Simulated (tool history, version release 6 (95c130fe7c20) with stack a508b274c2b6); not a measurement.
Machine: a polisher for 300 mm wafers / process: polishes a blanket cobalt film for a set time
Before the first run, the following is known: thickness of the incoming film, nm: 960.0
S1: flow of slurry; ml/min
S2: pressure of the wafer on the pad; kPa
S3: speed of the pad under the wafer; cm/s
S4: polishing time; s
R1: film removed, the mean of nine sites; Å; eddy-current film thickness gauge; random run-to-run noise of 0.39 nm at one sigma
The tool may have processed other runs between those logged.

run	day	S1	S2	S3	S4	R1
1	0.000	285	10.3	98	28	1070.40
2	0.367	285	8.3	88	28	807.64
3	0.662	285	8.3	88	25	723.25
4	0.717	285	8.3	88	28	817.22
5	0.938	285	6.9	80	28	639.76
6	1.296	285	9.0	80	28	780.81
7	1.388	285	7.6	76	28	657.59
8	1.629	280	4.8	66	28	419.76
9	1.775	290	4.8	66	28	420.28

Run 10 is up next; what results do you expect?
10	2.117	295	6.2	66	28	?

R1: 492.00 Å
